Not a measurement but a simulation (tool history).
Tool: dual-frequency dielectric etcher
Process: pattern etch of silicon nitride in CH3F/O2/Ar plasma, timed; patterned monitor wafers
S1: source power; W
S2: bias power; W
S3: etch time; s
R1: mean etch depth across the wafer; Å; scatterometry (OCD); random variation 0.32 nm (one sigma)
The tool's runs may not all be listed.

run	day	S1	S2	S3	R1
1	0	390	73	58	393.93
2	0.158	390	66	58	380.1
3	0.379	390	58	58	368.33
4	0.583	390	58	60.5	389.34
5	0.75	410	60	60.5	394.94
6	0.838	430	64	60.5	414.03
7	0.871	450	65	60.5	421.4
8	0.912	460	66	60.5	430.17
9	0.988	470	67	60.5	434.27
10	1.292	470	67	60.5	439.33
11	1.342	480	67	60.5	441.13
12	1.571	490	67	60.5	443.58

Run 13 comes next. What will it give?
13	1.679	500	67	60.5	?

{"run 13": {"R1": 447.7}}

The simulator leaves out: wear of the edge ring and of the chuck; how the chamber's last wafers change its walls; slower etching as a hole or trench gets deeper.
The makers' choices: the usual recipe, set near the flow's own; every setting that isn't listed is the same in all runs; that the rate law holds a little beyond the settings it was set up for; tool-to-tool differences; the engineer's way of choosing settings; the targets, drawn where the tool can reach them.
